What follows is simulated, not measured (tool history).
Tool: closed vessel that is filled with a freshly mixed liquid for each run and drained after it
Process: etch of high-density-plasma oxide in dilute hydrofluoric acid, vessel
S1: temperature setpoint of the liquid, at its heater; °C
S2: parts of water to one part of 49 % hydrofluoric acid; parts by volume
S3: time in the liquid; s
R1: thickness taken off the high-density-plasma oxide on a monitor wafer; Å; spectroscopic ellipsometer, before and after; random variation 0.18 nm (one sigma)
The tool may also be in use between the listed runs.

run  hour    S1   S2   S3      R1
  1     0    26  120  810  409.27
  2   8.6    26   85  810  600.84
  3    13    26   85  810  599.82
  4  15.8  28.5   85  810  662.79
  5    24  31.5   85  810  740.03
  6  28.3  28.5   85  810  660.51
  7  33.1    26   85  810  606.85

Run 8 comes next. What will it give?
  8  41.7  24  85  810   ?

Run 8 gave R1 557.36 Å.

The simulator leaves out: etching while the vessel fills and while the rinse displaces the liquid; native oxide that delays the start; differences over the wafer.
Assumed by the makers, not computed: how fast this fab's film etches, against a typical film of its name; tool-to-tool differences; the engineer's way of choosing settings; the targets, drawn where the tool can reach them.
